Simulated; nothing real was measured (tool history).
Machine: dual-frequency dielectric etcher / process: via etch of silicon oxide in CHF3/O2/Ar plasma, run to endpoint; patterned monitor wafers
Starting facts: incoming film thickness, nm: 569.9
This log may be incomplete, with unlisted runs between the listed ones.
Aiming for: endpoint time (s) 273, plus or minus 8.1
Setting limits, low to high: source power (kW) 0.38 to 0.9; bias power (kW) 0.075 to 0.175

{"run": 1, "hour": 0.0, "source power (kW)": 0.64, "bias power (kW)": 0.125, "endpoint time (s)": 308.37}
{"run": 2, "hour": 5.0, "source power (kW)": 0.58, "bias power (kW)": 0.125, "endpoint time (s)": 328.51}
{"run": 3, "hour": 10.9, "source power (kW)": 0.58, "bias power (kW)": 0.112, "endpoint time (s)": 338.92}
{"run": 4, "hour": 19.0, "source power (kW)": 0.66, "bias power (kW)": 0.112, "endpoint time (s)": 316.95}
{"run": 5, "hour": 20.7, "source power (kW)": 0.7, "bias power (kW)": 0.114, "endpoint time (s)": 305.65}
{"run": 6, "hour": 26.9, "source power (kW)": 0.63, "bias power (kW)": 0.114, "endpoint time (s)": 323.41}
{"run": 7, "hour": 30.9, "source power (kW)": 0.67, "bias power (kW)": 0.116, "endpoint time (s)": 307.36}
{"run": 8, "hour": 39.9, "source power (kW)": 0.7, "bias power (kW)": 0.117, "endpoint time (s)": 303.31}
{"run": 9, "hour": 43.1, "source power (kW)": 0.73, "bias power (kW)": 0.119, "endpoint time (s)": 289.2}
{"run": 10, "hour": 49.0, "source power (kW)": 0.74, "bias power (kW)": 0.12, "endpoint time (s)": 292.34}
{"run": 11, "hour": 54.8, "source power (kW)": 0.76, "bias power (kW)": 0.121, "endpoint time (s)": 287.7}
{"run": 12, "hour": 63.8, "source power (kW)": 0.77, "bias power (kW)": 0.122, "endpoint time (s)": 283.42}
{"run": 13, "hour": 72.3, "source power (kW)": 0.78, "bias power (kW)": 0.123, "endpoint time (s)": 282.66}

Which single option among these 5 for the next run brings every result within its allowed miss of target? Just one does.
{"run": "A", "hour": 80.8, "source power (kW)": 0.75, "bias power (kW)": 0.124, "endpoint time (s)": "?"}
{"run": "B", "hour": 80.8, "source power (kW)": 0.83, "bias power (kW)": 0.124, "endpoint time (s)": "?"}
{"run": "C", "hour": 80.8, "source power (kW)": 0.71, "bias power (kW)": 0.124, "endpoint time (s)": "?"}
{"run": "D", "hour": 80.8, "source power (kW)": 0.73, "bias power (kW)": 0.108, "endpoint time (s)": "?"}
{"run": "E", "hour": 80.8, "source power (kW)": 0.64, "bias power (kW)": 0.127, "endpoint time (s)": "?"}

move=A endpoint_time_(s)=284.14
move=B endpoint_time_(s)=271
move=C endpoint_time_(s)=291.61
move=D endpoint_time_(s)=300.01
move=E endpoint_time_(s)=304.23
A: its largest miss is bigger than the last run's
B: every result within its allowed miss
C: its largest miss is bigger than the last run's
D: its largest miss is bigger than the last run's
E: its largest miss is bigger than the last run's
The move that meets every target is B.
